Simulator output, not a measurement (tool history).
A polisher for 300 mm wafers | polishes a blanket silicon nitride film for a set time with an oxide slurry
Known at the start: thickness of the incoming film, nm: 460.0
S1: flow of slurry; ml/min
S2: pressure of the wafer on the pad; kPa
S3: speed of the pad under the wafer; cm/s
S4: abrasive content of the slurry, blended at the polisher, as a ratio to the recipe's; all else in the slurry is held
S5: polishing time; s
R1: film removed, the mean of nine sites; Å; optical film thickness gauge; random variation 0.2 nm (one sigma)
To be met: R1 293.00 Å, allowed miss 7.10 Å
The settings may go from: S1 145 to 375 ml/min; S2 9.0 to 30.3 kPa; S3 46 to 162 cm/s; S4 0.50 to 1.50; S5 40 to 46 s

run  hour   S1    S2   S3    S4  S5      R1
  1   0.0  240  19.3  104  1.00  46  209.59
  2   1.8  245  20.7  104  1.00  46  224.71
  3   7.1  245  20.7  104  1.10  46  239.11
  4  13.4  245  20.7   82  1.10  46  201.85
  5  21.5  305  20.7   82  1.10  46  205.29
  6  27.7  305  22.1   82  1.10  46  220.22
  7  31.8  320  27.6   82  1.10  46  270.59
  8  33.8  320  28.3   82  1.10  46  279.61

Which of these 4 next moves meets every target?
  A  35.8  330  29.6  88  1.20  42   ?
  B  35.8  330  30.3  78  1.05  44   ?
  C  35.8  315  30.3  62  1.30  43   ?
  D  35.8  325  27.6  94  1.05  43   ?

move      R1
   A  291.08
   B  272.40
   C  253.36
   D  272.54
A: meets every target
B: further off than the last run
C: further off than the last run
D: further off than the last run
Answer: A
